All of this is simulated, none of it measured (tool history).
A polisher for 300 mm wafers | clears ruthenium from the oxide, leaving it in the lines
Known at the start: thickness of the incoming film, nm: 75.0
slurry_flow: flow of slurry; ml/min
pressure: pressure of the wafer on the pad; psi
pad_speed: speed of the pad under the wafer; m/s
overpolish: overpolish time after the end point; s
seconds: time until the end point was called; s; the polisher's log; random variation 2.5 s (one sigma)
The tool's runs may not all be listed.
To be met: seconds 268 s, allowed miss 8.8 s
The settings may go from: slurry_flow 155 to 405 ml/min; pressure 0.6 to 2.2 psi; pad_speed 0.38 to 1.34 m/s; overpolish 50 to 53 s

| run | day | slurry_flow | pressure | pad_speed | overpolish | seconds |
|---|---|---|---|---|---|---|
| 1 | 0 | 260 | 1.4 | 0.86 | 50 | 138.3 |
| 2 | 0.208 | 260 | 1.7 | 0.86 | 50 | 119.21 |
| 3 | 0.554 | 260 | 1.7 | 0.86 | 53 | 118.49 |
| 4 | 0.704 | 230 | 1.7 | 0.86 | 53 | 120.06 |
| 5 | 0.833 | 230 | 1.7 | 0.86 | 53 | 122.29 |
| 6 | 1.058 | 230 | 1.7 | 0.86 | 53 | 118.04 |
| 7 | 1.129 | 230 | 1.4 | 0.82 | 53 | 144.82 |
| 8 | 1.5 | 230 | 1.2 | 0.76 | 53 | 175.7 |
| 9 | 1.85 | 230 | 1.1 | 0.74 | 53 | 194.02 |
| 10 | 1.95 | 230 | 1 | 0.74 | 53 | 205.93 |
| 11 | 2.304 | 230 | 0.9 | 0.74 | 53 | 223 |
|  | 2.554 | head pressure recalibrated |
| 12 | 2.554 | 230 | 0.8 | 0.74 | 53 | 224.47 |
| 13 | 2.779 | 230 | 0.8 | 0.72 | 53 | 229.42 |
| 14 | 2.971 | 230 | 0.8 | 0.72 | 53 | 227.94 |
| 15 | 3.238 | 225 | 0.8 | 0.7 | 53 | 236.9 |

5 next moves are on the table. One of them brings every result within its allowed miss. Which?
| A | 3.504 | 225 | 0.7 | 0.62 | 50 | ? |
| B | 3.504 | 185 | 1 | 0.54 | 53 | ? |
| C | 3.504 | 155 | 0.8 | 0.84 | 50 | ? |
| D | 3.504 | 250 | 0.9 | 0.62 | 50 | ? |
| E | 3.504 | 205 | 0.6 | 0.7 | 50 | ? |

| move | seconds |
|---|---|
| A | 289.11 |
| B | 267.43 |
| C | 208 |
| D | 243.34 |
| E | 284.95 |
A: takes the result that was furthest off past its target
B: meets every target
C: further off than the last run
D: nearer than the last run, and not there yet
E: takes the result that was furthest off past its target
Answer: B
